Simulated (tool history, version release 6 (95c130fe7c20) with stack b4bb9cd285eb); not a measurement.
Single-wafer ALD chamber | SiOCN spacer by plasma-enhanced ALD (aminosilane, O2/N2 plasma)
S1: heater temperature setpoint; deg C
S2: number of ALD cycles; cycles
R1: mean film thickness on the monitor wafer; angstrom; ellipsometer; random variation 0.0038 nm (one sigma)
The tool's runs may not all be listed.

run    day   S1  S2      R1
  1  0.000  400  34  20.039
  2  0.125  400  37  21.768
  3  0.392  401  35  20.592
  4  0.496  401  34  20.006
  5  0.625  401  38  22.323
  6  0.658  401  41  24.010
  7  0.850  406  36  20.818
  8  0.896  406  36  20.851

Run 9 comes next. What will it give?
  9  1.133  408  35   ?

Run 9 gave R1 20.115 angstrom.

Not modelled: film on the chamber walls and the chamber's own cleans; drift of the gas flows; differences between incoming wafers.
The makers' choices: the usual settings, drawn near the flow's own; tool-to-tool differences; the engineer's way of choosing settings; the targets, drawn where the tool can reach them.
